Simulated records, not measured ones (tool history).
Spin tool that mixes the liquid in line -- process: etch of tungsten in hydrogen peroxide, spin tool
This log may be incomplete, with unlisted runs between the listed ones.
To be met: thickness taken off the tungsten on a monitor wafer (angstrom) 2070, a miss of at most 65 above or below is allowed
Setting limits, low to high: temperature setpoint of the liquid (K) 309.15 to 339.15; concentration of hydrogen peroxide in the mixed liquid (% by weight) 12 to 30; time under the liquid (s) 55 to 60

run  hour  temperature setpoint of the liquid (K)  concentration of hydrogen peroxide in the mixed liquid (% by weight)  time under the liquid (s)  thickness taken off the tungsten on a monitor wafer (angstrom)
  1     0                                  325.15                                                                    22                         55                                                            1249
  2   7.4                                  327.15                                                                    22                         55                                                          1415.7
  3   9.7                                  327.15                                                                    22                         55                                                          1415.6
  4  14.5                                  320.15                                                                    22                         55                                                          908.83
  5  15.7                                  323.15                                                                    22                         55                                                          1120.4
  6  19.3                                  325.65                                                                    22                         55                                                            1276
  7  20.4                                  327.65                                                                    22                         55                                                          1452.9
  8  29.4                                  329.15                                                                    22                         55                                                          1586.9
  9  38.3                                  330.15                                                                    22                         55                                                          1685.4
 10    39                                  331.15                                                                    22                         55                                                          1776.3
 11  45.2                                  331.65                                                                    22                         55                                                          1823.6
 12  48.8                                  332.15                                                                    22                         55                                                            1887

Next run, 4 choices. One meets every target within its allowed miss, the rest don't. Which?
  A  52.4                                  331.65                                                                    27                         60                                                               ?
  B  52.4                                  332.65                                                                    21                         55                                                               ?
  C  52.4                                  332.15                                                                  22.5                         60                                                               ?
  D  52.4                                  331.65                                                                  23.5                         55                                                               ?

move  thickness taken off the tungsten on a monitor wafer (angstrom)
   A                                                          2225.9
   B                                                          1906.6
   C                                                          2091.7
   D                                                          1903.6
A: carries the result that was furthest off beyond its target, to the other side
B: moves toward the targets from the last run without getting all of them in spec
C: all results in spec
D: moves toward the targets from the last run without getting all of them in spec
C meets every target.
